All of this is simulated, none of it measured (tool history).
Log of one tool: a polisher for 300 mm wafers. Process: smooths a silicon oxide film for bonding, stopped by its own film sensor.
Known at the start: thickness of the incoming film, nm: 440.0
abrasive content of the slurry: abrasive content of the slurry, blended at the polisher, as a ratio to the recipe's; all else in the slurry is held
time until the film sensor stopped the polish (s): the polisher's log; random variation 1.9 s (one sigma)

run    day  flow of slurry (ml/min)  pressure of the wafer on the pad (kPa)  speed of the pad under the wafer (m/s)  abrasive content of the slurry  target thickness at which the film sensor stops the polish (angstrom)  time until the film sensor stopped the polish (s)
  1      0                      130                                    17.2                                     0.9                               1                                                                   3080                                             139.64
  2  0.058                      125                                    15.2                                     0.9                               1                                                                   3080                                             159.27
  3  0.367                      125                                    15.2                                     0.9                             0.8                                                                   3080                                              185.7
  4  0.675                      125                                    15.2                                     1.1                             0.8                                                                   3080                                             160.26
  5  1.042                      120                                    13.8                                     1.1                             0.8                                                                   3080                                             176.52
  6  1.329                      120                                    13.8                                     1.1                             0.9                                                                   3080                                             162.03
  7  1.658                      115                                    12.4                                     1.1                             0.9                                                                   3080                                             180.51
  8    1.7                      110                                    11.7                                     1.1                             0.9                                                                   3080                                             191.33

Run 9 comes next. What will it give?
  9  1.758                      110                                    11.7                                     1.1                             0.9                                                                   3080                                                  ?

{"run 9": {"time until the film sensor stopped the polish (s)": 194.57}}
